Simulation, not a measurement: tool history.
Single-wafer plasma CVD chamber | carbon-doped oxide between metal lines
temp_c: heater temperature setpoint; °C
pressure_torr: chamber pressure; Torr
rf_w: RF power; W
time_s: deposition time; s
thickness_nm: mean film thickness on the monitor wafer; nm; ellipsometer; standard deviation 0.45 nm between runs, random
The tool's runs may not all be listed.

run,hour,temp_c,pressure_torr,rf_w,time_s,thickness_nm
1,0,340,5.55,635,34.7,227.08
2,1.2,340,5.55,635,35.7,233.19
3,5.3,340,5.55,570,35.7,223.67
4,8.3,342,5.36,540,35.6,217.03
5,11.2,349,5.36,540,35.6,211.66
6,15.3,340,5.36,540,35.6,218.94

The next listed run, before its measurement:
7,16.1,343,5.27,520,35.5,?

thickness_nm: 212.63 nm

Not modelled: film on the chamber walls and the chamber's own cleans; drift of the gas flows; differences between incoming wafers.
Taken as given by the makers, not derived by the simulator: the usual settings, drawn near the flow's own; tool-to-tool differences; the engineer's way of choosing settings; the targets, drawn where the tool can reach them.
